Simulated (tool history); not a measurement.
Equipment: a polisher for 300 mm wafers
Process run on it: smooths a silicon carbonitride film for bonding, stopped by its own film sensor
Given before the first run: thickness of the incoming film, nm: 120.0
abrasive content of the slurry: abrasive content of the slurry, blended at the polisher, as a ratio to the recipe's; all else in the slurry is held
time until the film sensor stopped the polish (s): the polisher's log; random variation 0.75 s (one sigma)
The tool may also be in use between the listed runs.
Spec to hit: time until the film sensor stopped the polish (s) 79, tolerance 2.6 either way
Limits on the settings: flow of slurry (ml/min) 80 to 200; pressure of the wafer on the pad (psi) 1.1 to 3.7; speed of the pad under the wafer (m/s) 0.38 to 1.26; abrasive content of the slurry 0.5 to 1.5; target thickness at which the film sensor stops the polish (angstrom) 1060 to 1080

| run | hour | flow of slurry (ml/min) | pressure of the wafer on the pad (psi) | speed of the pad under the wafer (m/s) | abrasive content of the slurry | target thickness at which the film sensor stops the polish (angstrom) | time until the film sensor stopped the polish (s) |
|---|---|---|---|---|---|---|---|
| 1 | 0 | 130 | 2.4 | 0.82 | 1 | 1060 | 47.149 |
| 2 | 1.5 | 125 | 2.1 | 0.82 | 1 | 1060 | 52.662 |
| 3 | 7.5 | 140 | 2.1 | 0.82 | 1 | 1060 | 51.787 |
| 4 | 13 | 140 | 2.1 | 0.9 | 1 | 1060 | 48.583 |
| 5 | 15.8 | 140 | 2.1 | 0.9 | 1 | 1080 | 42.341 |
| 6 | 22.2 | 135 | 1.9 | 0.86 | 1 | 1080 | 46.567 |
| 7 | 25.7 | 135 | 1.7 | 0.78 | 1 | 1080 | 55.409 |
| 8 | 26.8 | 110 | 1.1 | 0.72 | 1 | 1080 | 84.102 |
| 9 | 31.6 | 130 | 1.2 | 0.72 | 1 | 1080 | 74.879 |
| 10 | 39.5 | 125 | 1.2 | 0.72 | 1 | 1080 | 75.748 |

Pick the move, out of 4, that brings all results within their allowed miss; only one does.
| A | 47.4 | 80 | 1.6 | 0.94 | 0.9 | 1060 | ? |
| B | 47.4 | 115 | 1.3 | 0.78 | 1.05 | 1070 | ? |
| C | 47.4 | 150 | 1.3 | 0.66 | 1 | 1080 | ? |
| D | 47.4 | 135 | 1.2 | 0.58 | 1.25 | 1080 | ? |

| move | time until the film sensor stopped the polish (s) |
|---|---|
| A | 71.349 |
| B | 73.217 |
| C | 73.934 |
| D | 79.241 |
A: the biggest miss grows against the last run
B: the biggest miss grows against the last run
C: the biggest miss grows against the last run
D: all results in spec
Correct choice: D, which meets every target
